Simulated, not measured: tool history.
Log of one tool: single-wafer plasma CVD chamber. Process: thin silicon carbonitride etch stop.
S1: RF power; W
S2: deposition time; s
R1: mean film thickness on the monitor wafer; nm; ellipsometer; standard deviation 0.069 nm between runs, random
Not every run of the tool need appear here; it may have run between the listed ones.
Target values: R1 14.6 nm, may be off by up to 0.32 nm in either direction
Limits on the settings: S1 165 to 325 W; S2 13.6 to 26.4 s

{"run": 1, "hour": 0.0, "S1": 245, "S2": 20, "R1": 12.1}
{"run": 2, "hour": 8.7, "S1": 245, "S2": 22.2, "R1": 13.466}
{"run": 3, "hour": 11.8, "S1": 245, "S2": 20.2, "R1": 12.181}
{"run": 4, "hour": 18.0, "S1": 245, "S2": 18.2, "R1": 11.021}
{"run": 5, "hour": 25.3, "S1": 260, "S2": 19.3, "R1": 11.814}
{"run": 6, "hour": 32.5, "S1": 270, "S2": 20.3, "R1": 12.501}
{"hour": 38.5, "done": "RF generator calibrated"}
{"run": 7, "hour": 38.5, "S1": 305, "S2": 23.4, "R1": 15.293}
{"run": 8, "hour": 43.6, "S1": 300, "S2": 23.3, "R1": 15.22}

Consider the 4 candidate settings below. Which is the only one whose results all fall within their allowed miss of target?
{"run": "A", "hour": 48.7, "S1": 285, "S2": 24.1, "R1": "?"}
{"run": "B", "hour": 48.7, "S1": 315, "S2": 22.9, "R1": "?"}
{"run": "C", "hour": 48.7, "S1": 285, "S2": 22.9, "R1": "?"}
{"run": "D", "hour": 48.7, "S1": 315, "S2": 23, "R1": "?"}

move=A R1=15.549
move=B R1=15.209
move=C R1=14.775
move=D R1=15.275
A: the biggest miss grows against the last run
B: just as far off the targets as the last run
C: every result within its allowed miss
D: the biggest miss grows against the last run
The move that meets every target is C.
